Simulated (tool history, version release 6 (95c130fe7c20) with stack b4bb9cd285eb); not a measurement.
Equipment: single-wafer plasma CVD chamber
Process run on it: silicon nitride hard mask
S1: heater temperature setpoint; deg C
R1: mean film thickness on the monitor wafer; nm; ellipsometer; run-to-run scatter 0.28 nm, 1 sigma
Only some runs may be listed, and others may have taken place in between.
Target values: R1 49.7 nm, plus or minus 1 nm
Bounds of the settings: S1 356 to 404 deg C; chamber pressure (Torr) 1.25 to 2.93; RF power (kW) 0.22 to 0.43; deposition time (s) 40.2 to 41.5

Run 1, day 0: S1 380 deg C, chamber pressure (Torr) 2.09, RF power (kW) 0.325, deposition time (s) 40.2. Result: R1 55.549 nm.
Run 2, day 0.279: S1 380 deg C, chamber pressure (Torr) 1.95, RF power (kW) 0.32, deposition time (s) 40.2. Result: R1 54.38 nm.
Run 3, day 0.392: S1 389 deg C, chamber pressure (Torr) 1.95, RF power (kW) 0.32, deposition time (s) 40.2. Result: R1 53.773 nm.
Run 4, day 0.754: S1 389 deg C, chamber pressure (Torr) 1.85, RF power (kW) 0.315, deposition time (s) 40.2. Result: R1 53.199 nm.
Run 5, day 0.796: S1 389 deg C, chamber pressure (Torr) 1.85, RF power (kW) 0.35, deposition time (s) 40.2. Result: R1 56.681 nm.
Run 6, day 0.85: S1 389 deg C, chamber pressure (Torr) 1.85, RF power (kW) 0.35, deposition time (s) 40.2. Result: R1 56.889 nm.
At day 1.225: capacitance manometer re-zeroed and calibrated.
Run 7, day 1.225: S1 389 deg C, chamber pressure (Torr) 1.76, RF power (kW) 0.34, deposition time (s) 40.2. Result: R1 55.777 nm.
Run 8, day 1.296: S1 389 deg C, chamber pressure (Torr) 1.76, RF power (kW) 0.34, deposition time (s) 40.2. Result: R1 56.888 nm.
Run 9, day 1.517: S1 390 deg C, chamber pressure (Torr) 1.88, RF power (kW) 0.33, deposition time (s) 40.2. Result: R1 56.559 nm.
Run 10, day 1.775: S1 385 deg C, chamber pressure (Torr) 1.8, RF power (kW) 0.33, deposition time (s) 40.2. Result: R1 55.797 nm.
Run 11, day 2.083: S1 386 deg C, chamber pressure (Torr) 1.82, RF power (kW) 0.315, deposition time (s) 40.2. Result: R1 53.652 nm.
Run 12, day 2.429: S1 386 deg C, chamber pressure (Torr) 1.81, RF power (kW) 0.305, deposition time (s) 40.2. Result: R1 51.808 nm.

Which of these 5 next moves meets every target?
Run A, day 2.775: S1 378 deg C, chamber pressure (Torr) 1.25, RF power (kW) 0.32, deposition time (s) 40.2. Result: R1 ?.
Run B, day 2.775: S1 383 deg C, chamber pressure (Torr) 1.97, RF power (kW) 0.315, deposition time (s) 40.3. Result: R1 ?.
Run C, day 2.775: S1 385 deg C, chamber pressure (Torr) 1.99, RF power (kW) 0.295, deposition time (s) 41.2. Result: R1 ?.
Run D, day 2.775: S1 384 deg C, chamber pressure (Torr) 1.7, RF power (kW) 0.275, deposition time (s) 40.2. Result: R1 ?.
Run E, day 2.775: S1 386 deg C, chamber pressure (Torr) 1.84, RF power (kW) 0.27, deposition time (s) 40.2. Result: R1 ?.

move      R1
   A  50.176
   B  54.826
   C  53.486
   D  47.832
   E  47.939
A: in spec on every target
B: moves away from the targets compared with the last run
C: moves away from the targets compared with the last run
D: takes the biggest miss from the last run beyond its target
E: takes the biggest miss from the last run beyond its target
Move A is the one to make.
